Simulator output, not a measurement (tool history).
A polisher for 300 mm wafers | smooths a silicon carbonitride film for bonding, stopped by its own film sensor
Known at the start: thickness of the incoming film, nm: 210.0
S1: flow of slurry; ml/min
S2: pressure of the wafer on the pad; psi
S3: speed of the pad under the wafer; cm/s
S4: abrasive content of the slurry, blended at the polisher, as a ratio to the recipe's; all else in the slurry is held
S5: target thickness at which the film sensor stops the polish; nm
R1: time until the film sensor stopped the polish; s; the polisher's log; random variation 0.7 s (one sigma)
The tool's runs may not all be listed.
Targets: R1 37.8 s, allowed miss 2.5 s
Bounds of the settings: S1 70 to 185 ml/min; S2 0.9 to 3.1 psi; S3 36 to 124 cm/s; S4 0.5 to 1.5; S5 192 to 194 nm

| run | hour | S1 | S2 | S3 | S4 | S5 | R1 |
|---|---|---|---|---|---|---|---|
| 1 | 0 | 120 | 2 | 80 | 1 | 192 | 69.583 |
| 2 | 7.6 | 120 | 2 | 80 | 0.95 | 192 | 71.648 |
| 3 | 15.8 | 90 | 2 | 80 | 0.95 | 192 | 73.811 |
| 4 | 18.3 | 90 | 2.1 | 82 | 0.95 | 192 | 69.974 |
| 5 | 22.5 | 90 | 2.2 | 84 | 0.95 | 192 | 63.91 |
| 6 | 25 | 90 | 2.2 | 72 | 0.95 | 192 | 70.418 |
| 7 | 33.2 | 90 | 2.3 | 74 | 0.95 | 192 | 66.165 |
| 8 | 35.3 | 90 | 2.4 | 76 | 0.95 | 192 | 63.466 |
| 9 | 41.7 | 90 | 2.5 | 80 | 0.95 | 192 | 58.504 |
| 10 | 45.5 | 90 | 2.5 | 80 | 0.95 | 192 | 60.27 |
| 11 | 53.9 | 90 | 2.6 | 84 | 0.95 | 192 | 55.481 |
| 12 | 56 | 90 | 2.7 | 86 | 0.95 | 192 | 54.035 |
| 13 | 64 | 90 | 2.7 | 88 | 0.95 | 192 | 51.781 |
| 14 | 67.9 | 90 | 2.7 | 90 | 0.95 | 192 | 51.671 |
| 15 | 75.8 | 90 | 2.7 | 92 | 0.95 | 192 | 51.34 |
| 16 | 81.5 | 90 | 2.7 | 94 | 0.95 | 192 | 50.305 |
| 17 | 85.3 | 90 | 2.7 | 96 | 0.95 | 192 | 49.437 |
| 18 | 88.8 | 90 | 2.7 | 98 | 0.95 | 192 | 49.731 |
| 19 | 91.4 | 90 | 2.7 | 100 | 0.95 | 192 | 47.652 |
| 20 | 93.2 | 90 | 2.7 | 102 | 0.95 | 192 | 45.473 |

4 next moves are on the table. One of them brings every result within its allowed miss. Which?
| A | 95 | 95 | 2.9 | 110 | 0.95 | 194 | ? |
| B | 95 | 85 | 2.6 | 110 | 1.2 | 192 | ? |
| C | 95 | 95 | 2.6 | 84 | 1.05 | 194 | ? |
| D | 95 | 75 | 2.8 | 74 | 0.85 | 192 | ? |

| move | R1 |
|---|---|
| A | 38.227 |
| B | 43.959 |
| C | 48.061 |
| D | 62.712 |
A: meets every target
B: nearer than the last run, and not there yet
C: further off than the last run
D: further off than the last run
Move A is the one to make.
